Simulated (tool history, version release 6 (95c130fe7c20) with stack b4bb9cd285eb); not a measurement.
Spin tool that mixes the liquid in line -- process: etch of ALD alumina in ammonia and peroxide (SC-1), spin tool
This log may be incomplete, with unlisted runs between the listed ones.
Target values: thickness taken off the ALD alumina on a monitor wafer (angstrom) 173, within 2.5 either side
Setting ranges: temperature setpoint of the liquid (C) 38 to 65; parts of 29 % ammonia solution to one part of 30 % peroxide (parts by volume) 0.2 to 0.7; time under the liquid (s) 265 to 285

run    day  temperature setpoint of the liquid (C)  parts of 29 % ammonia solution to one part of 30 % peroxide (parts by volume)  time under the liquid (s)  thickness taken off the ALD alumina on a monitor wafer (angstrom)
  1      0                                      49                                                                            0.4                        265                                                              99.34
  2  0.338                                      49                                                                            0.4                        285                                                             106.46
  3    0.7                                      51                                                                            0.4                        285                                                             119.64
  4  0.867                                      51                                                                            0.4                        285                                                             118.87
  5  1.233                                      53                                                                            0.4                        285                                                             132.36
  6  1.504                                      53                                                                            0.4                        285                                                             132.85
  7  1.712                                      54                                                                            0.4                        285                                                             139.43
  8  1.754                                      59                                                                            0.4                        285                                                             181.78
  9  1.808                                    58.5                                                                            0.4                        285                                                             176.36

Which one of the following 4 next-run settings gets every result inside its allowed miss? There is exactly one.
  A  1.862                                      59                                                                            0.4                        270                                                                  ?
  B  1.862                                      60                                                                            0.4                        270                                                                  ?
  C  1.862                                    60.5                                                                           0.35                        265                                                                  ?
  D  1.862                                      60                                                                           0.35                        270                                                                  ?

move  thickness taken off the ALD alumina on a monitor wafer (angstrom)
   A                                                             173.06
   B                                                             182.21
   C                                                             181.18
   D                                                             179.92
A: every result lands within tolerance
B: the biggest miss grows against the last run
C: the biggest miss grows against the last run
D: the biggest miss grows against the last run
Go with A: it meets all targets.

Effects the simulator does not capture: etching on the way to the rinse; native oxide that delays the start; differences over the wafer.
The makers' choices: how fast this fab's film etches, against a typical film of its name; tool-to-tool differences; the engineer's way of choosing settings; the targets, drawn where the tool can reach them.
